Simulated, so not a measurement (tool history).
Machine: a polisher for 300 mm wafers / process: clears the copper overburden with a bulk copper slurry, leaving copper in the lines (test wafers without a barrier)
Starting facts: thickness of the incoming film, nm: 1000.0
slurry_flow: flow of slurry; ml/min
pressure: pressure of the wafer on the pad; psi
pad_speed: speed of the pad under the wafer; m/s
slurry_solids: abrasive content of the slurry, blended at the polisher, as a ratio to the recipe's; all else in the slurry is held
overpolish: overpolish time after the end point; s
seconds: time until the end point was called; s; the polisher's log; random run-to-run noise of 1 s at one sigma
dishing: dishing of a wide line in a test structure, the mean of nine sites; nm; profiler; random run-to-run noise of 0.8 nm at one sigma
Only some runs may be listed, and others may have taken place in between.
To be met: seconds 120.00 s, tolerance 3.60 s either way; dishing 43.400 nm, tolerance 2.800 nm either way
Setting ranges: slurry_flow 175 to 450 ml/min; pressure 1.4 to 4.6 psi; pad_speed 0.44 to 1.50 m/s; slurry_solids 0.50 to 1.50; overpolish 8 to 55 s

| run | hour | slurry_flow | pressure | pad_speed | slurry_solids | overpolish | seconds | dishing |
|---|---|---|---|---|---|---|---|---|
| 1 | 0.0 | 290 | 3.0 | 0.96 | 1.00 | 28 | 138.65 | 54.597 |
| 2 | 1.9 | 225 | 3.0 | 0.96 | 1.00 | 28 | 140.29 | 56.520 |
| 3 | 3.3 | 225 | 2.6 | 0.96 | 1.00 | 28 | 159.73 | 55.675 |
| 4 | 6.8 | 275 | 2.8 | 0.96 | 1.00 | 24 | 148.48 | 55.182 |
| 5 | 11.5 | 275 | 2.8 | 1.10 | 1.00 | 24 | 134.85 | 53.554 |
| 6 | 16.5 | 325 | 2.8 | 1.10 | 1.00 | 24 | 133.76 | 56.246 |
| 7 | 17.4 | 290 | 3.0 | 1.08 | 0.95 | 21 | 127.59 | 54.839 |
| 8 | 20.5 | 280 | 3.0 | 1.08 | 1.05 | 18 | 126.60 | 51.311 |
| 9 | 27.1 | 275 | 3.0 | 1.08 | 1.10 | 16 | 125.78 | 49.239 |
| 10 | 28.5 | 275 | 3.0 | 1.08 | 1.15 | 14 | 122.29 | 47.331 |
| 11 | 31.0 | 265 | 2.9 | 1.10 | 1.30 | 8 | 121.54 | 34.686 |
| 12 | 36.8 | 265 | 2.9 | 1.10 | 1.25 | 9 | 123.68 | 38.574 |
| 13 | 38.0 | 265 | 2.9 | 1.10 | 1.25 | 10 | 123.62 | 41.010 |

Next run, 5 choices. One meets every target within its allowed miss, the rest don't. Which?
| A | 39.2 | 280 | 2.9 | 1.16 | 1.15 | 11 | ? | ? |
| B | 39.2 | 315 | 2.9 | 1.18 | 1.50 | 8 | ? | ? |
| C | 39.2 | 290 | 2.9 | 1.08 | 1.20 | 8 | ? | ? |
| D | 39.2 | 260 | 3.4 | 0.90 | 1.00 | 12 | ? | ? |
| E | 39.2 | 320 | 2.8 | 1.16 | 1.25 | 8 | ? | ? |

| move | seconds | dishing |
|---|---|---|
| A | 118.68 | 42.738 |
| B | 109.84 | 37.538 |
| C | 124.15 | 34.874 |
| D | 128.50 | 43.239 |
| E | 119.45 | 35.660 |
A: all results in spec
B: carries the result that was furthest off beyond its target, to the other side
C: further off than the last run
D: further off than the last run
E: puts the biggest miss on target and leaves a different result outside tolerance
Correct choice: A, which meets every target

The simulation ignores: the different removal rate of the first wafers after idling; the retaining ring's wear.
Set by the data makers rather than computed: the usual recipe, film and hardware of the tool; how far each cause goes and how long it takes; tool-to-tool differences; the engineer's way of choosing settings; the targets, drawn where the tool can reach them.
